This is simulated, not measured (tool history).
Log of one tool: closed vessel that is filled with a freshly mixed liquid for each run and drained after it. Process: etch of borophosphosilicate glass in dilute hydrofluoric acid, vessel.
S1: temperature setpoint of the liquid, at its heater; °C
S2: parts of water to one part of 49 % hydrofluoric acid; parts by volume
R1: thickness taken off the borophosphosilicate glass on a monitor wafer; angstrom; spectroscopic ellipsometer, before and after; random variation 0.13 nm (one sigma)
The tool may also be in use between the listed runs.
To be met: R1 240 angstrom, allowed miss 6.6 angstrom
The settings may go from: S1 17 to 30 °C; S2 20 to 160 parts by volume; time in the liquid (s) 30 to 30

Run 1, day 0: S1 22 °C, S2 90 parts by volume, time in the liquid (s) 30. Result: R1 144.57 angstrom.
Run 2, day 0.383: S1 22 °C, S2 105 parts by volume, time in the liquid (s) 30. Result: R1 121.74 angstrom.
Run 3, day 0.771: S1 20 °C, S2 105 parts by volume, time in the liquid (s) 30. Result: R1 112.53 angstrom.
Run 4, day 1.1: S1 22.5 °C, S2 95 parts by volume, time in the liquid (s) 30. Result: R1 139.09 angstrom.
Run 5, day 1.183: S1 24.5 °C, S2 90 parts by volume, time in the liquid (s) 30. Result: R1 161.08 angstrom.
Run 6, day 1.554: S1 24.5 °C, S2 90 parts by volume, time in the liquid (s) 30. Result: R1 159.99 angstrom.
Run 7, day 1.921: S1 26 °C, S2 85 parts by volume, time in the liquid (s) 30. Result: R1 182.16 angstrom.
Run 8, day 2.204: S1 26 °C, S2 85 parts by volume, time in the liquid (s) 30. Result: R1 180.79 angstrom.

4 next moves are on the table. One of them brings every result within its allowed miss. Which?
Run A, day 2.488: S1 27.5 °C, S2 75 parts by volume, time in the liquid (s) 30. Result: R1 ?.
Run B, day 2.488: S1 24 °C, S2 65 parts by volume, time in the liquid (s) 30. Result: R1 ?.
Run C, day 2.488: S1 30 °C, S2 80 parts by volume, time in the liquid (s) 30. Result: R1 ?.
Run D, day 2.488: S1 25.5 °C, S2 65 parts by volume, time in the liquid (s) 30. Result: R1 ?.

move      R1
   A  220.15
   B  223.89
   C  225.73
   D  237.88
A: nearer than the last run, and not there yet
B: nearer than the last run, and not there yet
C: nearer than the last run, and not there yet
D: meets every target
Answer: D

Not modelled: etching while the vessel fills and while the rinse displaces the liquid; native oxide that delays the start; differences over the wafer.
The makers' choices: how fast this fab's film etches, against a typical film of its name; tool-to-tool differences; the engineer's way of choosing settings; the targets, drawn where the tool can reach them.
